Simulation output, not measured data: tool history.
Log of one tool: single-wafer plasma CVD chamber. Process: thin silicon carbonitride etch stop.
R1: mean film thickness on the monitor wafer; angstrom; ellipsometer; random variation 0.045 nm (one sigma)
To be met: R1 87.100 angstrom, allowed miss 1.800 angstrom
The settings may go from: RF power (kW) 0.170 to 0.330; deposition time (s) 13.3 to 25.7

{"run": 1, "hour": 0.0, "RF power (kW)": 0.25, "deposition time (s)": 19.5, "R1": 116.34}
{"run": 2, "hour": 3.5, "RF power (kW)": 0.25, "deposition time (s)": 21.3, "R1": 126.18}
{"run": 3, "hour": 6.7, "RF power (kW)": 0.24, "deposition time (s)": 20.3, "R1": 120.07}
{"run": 4, "hour": 10.3, "RF power (kW)": 0.235, "deposition time (s)": 19.3, "R1": 113.31}
{"run": 5, "hour": 16.6, "RF power (kW)": 0.27, "deposition time (s)": 19.3, "R1": 115.64}
{"run": 6, "hour": 21.5, "RF power (kW)": 0.27, "deposition time (s)": 18.4, "R1": 110.1}
{"run": 7, "hour": 26.0, "RF power (kW)": 0.27, "deposition time (s)": 17.7, "R1": 105.25}
{"run": 8, "hour": 27.2, "RF power (kW)": 0.27, "deposition time (s)": 17.2, "R1": 102.88}
{"run": 9, "hour": 28.1, "RF power (kW)": 0.27, "deposition time (s)": 16.8, "R1": 100.95}
{"run": 10, "hour": 35.4, "RF power (kW)": 0.27, "deposition time (s)": 16.4, "R1": 98.808}
{"run": 11, "hour": 36.4, "RF power (kW)": 0.27, "deposition time (s)": 16.1, "R1": 96.901}
{"run": 12, "hour": 37.7, "RF power (kW)": 0.27, "deposition time (s)": 15.8, "R1": 95.729}
{"run": 13, "hour": 41.1, "RF power (kW)": 0.27, "deposition time (s)": 15.5, "R1": 93.279}
{"run": 14, "hour": 45.1, "RF power (kW)": 0.265, "deposition time (s)": 15.4, "R1": 92.761}
{"run": 15, "hour": 48.2, "RF power (kW)": 0.26, "deposition time (s)": 15.3, "R1": 91.182}
{"run": 16, "hour": 56.5, "RF power (kW)": 0.255, "deposition time (s)": 15.2, "R1": 90.347}
{"run": 17, "hour": 57.4, "RF power (kW)": 0.25, "deposition time (s)": 15.1, "R1": 89.955}
{"run": 18, "hour": 64.6, "RF power (kW)": 0.25, "deposition time (s)": 15.0, "R1": 89.203}

4 next moves are on the table. One of them brings every result within its allowed miss. Which?
{"run": "A", "hour": 71.8, "RF power (kW)": 0.26, "deposition time (s)": 15.7, "R1": "?"}
{"run": "B", "hour": 71.8, "RF power (kW)": 0.255, "deposition time (s)": 15.5, "R1": "?"}
{"run": "C", "hour": 71.8, "RF power (kW)": 0.245, "deposition time (s)": 14.6, "R1": "?"}
{"run": "D", "hour": 71.8, "RF power (kW)": 0.245, "deposition time (s)": 15.5, "R1": "?"}

move=A R1=93.852
move=B R1=92.306
move=C R1=86.279
move=D R1=91.597
A: further off than the last run
B: further off than the last run
C: meets every target
D: further off than the last run
The right move is C.
